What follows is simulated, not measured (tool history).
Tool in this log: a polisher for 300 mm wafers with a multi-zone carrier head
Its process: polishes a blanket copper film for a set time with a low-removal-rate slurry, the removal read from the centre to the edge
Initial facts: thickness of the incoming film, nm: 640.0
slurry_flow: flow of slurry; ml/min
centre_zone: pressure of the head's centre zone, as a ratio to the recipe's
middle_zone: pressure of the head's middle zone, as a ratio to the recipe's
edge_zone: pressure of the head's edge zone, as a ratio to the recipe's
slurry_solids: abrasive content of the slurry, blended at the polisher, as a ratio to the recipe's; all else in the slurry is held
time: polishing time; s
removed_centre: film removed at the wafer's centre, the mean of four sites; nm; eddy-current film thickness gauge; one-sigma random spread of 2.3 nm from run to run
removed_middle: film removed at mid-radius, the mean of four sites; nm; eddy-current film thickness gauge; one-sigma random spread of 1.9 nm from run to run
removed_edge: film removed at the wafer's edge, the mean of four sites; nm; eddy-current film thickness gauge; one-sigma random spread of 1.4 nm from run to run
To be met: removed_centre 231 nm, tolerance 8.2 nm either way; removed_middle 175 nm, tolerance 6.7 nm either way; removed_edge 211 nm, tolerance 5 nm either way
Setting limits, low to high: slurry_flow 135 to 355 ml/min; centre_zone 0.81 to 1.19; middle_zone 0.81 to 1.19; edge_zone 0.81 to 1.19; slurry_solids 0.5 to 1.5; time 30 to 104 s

run 1 hour=0 | slurry_flow=225 centre_zone=1 middle_zone=1 edge_zone=1 slurry_solids=1 time=67 | removed_centre=160.19 removed_middle=155.19 removed_edge=158.36
run 2 hour=8 | slurry_flow=225 centre_zone=1 middle_zone=1.04 edge_zone=1 slurry_solids=1 time=67 | removed_centre=156.21 removed_middle=160.05 removed_edge=160.12
run 3 hour=9.2 | slurry_flow=175 centre_zone=1 middle_zone=1.04 edge_zone=1 slurry_solids=1 time=67 | removed_centre=152.55 removed_middle=157.61 removed_edge=155.53
run 4 hour=11.7 | slurry_flow=175 centre_zone=1.04 middle_zone=1.04 edge_zone=1 slurry_solids=1 time=67 | removed_centre=159.16 removed_middle=159.12 removed_edge=155.49
run 5 hour=13.7 | slurry_flow=175 centre_zone=1.04 middle_zone=1.04 edge_zone=1 slurry_solids=1.2 time=67 | removed_centre=164.78 removed_middle=163.76 removed_edge=159.8
run 6 hour=16.6 | slurry_flow=230 centre_zone=1.04 middle_zone=1.04 edge_zone=1 slurry_solids=1.2 time=67 | removed_centre=170.07 removed_middle=166.72 removed_edge=166.74
run 7 hour=20.2 | slurry_flow=250 centre_zone=1.08 middle_zone=1.02 edge_zone=1.05 slurry_solids=1.3 time=68 | removed_centre=183.88 removed_middle=170.94 removed_edge=177.53
run 8 hour=23.8 | slurry_flow=250 centre_zone=1.08 middle_zone=1.02 edge_zone=1.05 slurry_solids=1.3 time=68 | removed_centre=185.87 removed_middle=171.26 removed_edge=176.7
run 9 hour=29.4 | slurry_flow=250 centre_zone=1.08 middle_zone=1.02 edge_zone=1.05 slurry_solids=1.3 time=68 | removed_centre=184.72 removed_middle=175.88 removed_edge=177.48
run 10 hour=34.8 | slurry_flow=265 centre_zone=1.1 middle_zone=0.97 edge_zone=1.08 slurry_solids=1.35 time=69 | removed_centre=195.54 removed_middle=173.18 removed_edge=183.37
run 11 hour=42.8 | slurry_flow=280 centre_zone=1.11 middle_zone=0.93 edge_zone=1.11 slurry_solids=1.4 time=70 | removed_centre=200.34 removed_middle=170.38 removed_edge=191.28
run 12 hour=49.6 | slurry_flow=280 centre_zone=1.11 middle_zone=0.93 edge_zone=1.11 slurry_solids=1.4 time=70 | removed_centre=205.66 removed_middle=171.29 removed_edge=194.88
run 13 hour=50.9 | slurry_flow=320 centre_zone=1.19 middle_zone=0.9 edge_zone=1.19 slurry_solids=1.5 time=70 | removed_centre=222.14 removed_middle=171.55 removed_edge=205.32

4 candidate next runs follow, results not yet known. Just one meets every target within its allowed miss. Identify it.
run A hour=52.2 | slurry_flow=305 centre_zone=1.15 middle_zone=0.83 edge_zone=1.11 slurry_solids=1.5 time=71 | removed_centre=? removed_middle=? removed_edge=?
run B hour=52.2 | slurry_flow=295 centre_zone=1.07 middle_zone=0.86 edge_zone=1.19 slurry_solids=1.5 time=70 | removed_centre=? removed_middle=? removed_edge=?
run C hour=52.2 | slurry_flow=315 centre_zone=1.17 middle_zone=0.87 edge_zone=1.14 slurry_solids=1.5 time=73 | removed_centre=? removed_middle=? removed_edge=?
run D hour=52.2 | slurry_flow=270 centre_zone=1.13 middle_zone=0.96 edge_zone=1.14 slurry_solids=1.5 time=70 | removed_centre=? removed_middle=? removed_edge=?

move=A removed_centre=218.69 removed_middle=163.24 removed_edge=198.29
move=B removed_centre=199.86 removed_middle=164.97 removed_edge=202.09
move=C removed_centre=229.59 removed_middle=174.58 removed_edge=207.04
move=D removed_centre=209.25 removed_middle=178.32 removed_edge=196.07
A: moves away from the targets compared with the last run
B: moves away from the targets compared with the last run
C: each result inside its tolerance
D: moves away from the targets compared with the last run
The move that meets every target is C.

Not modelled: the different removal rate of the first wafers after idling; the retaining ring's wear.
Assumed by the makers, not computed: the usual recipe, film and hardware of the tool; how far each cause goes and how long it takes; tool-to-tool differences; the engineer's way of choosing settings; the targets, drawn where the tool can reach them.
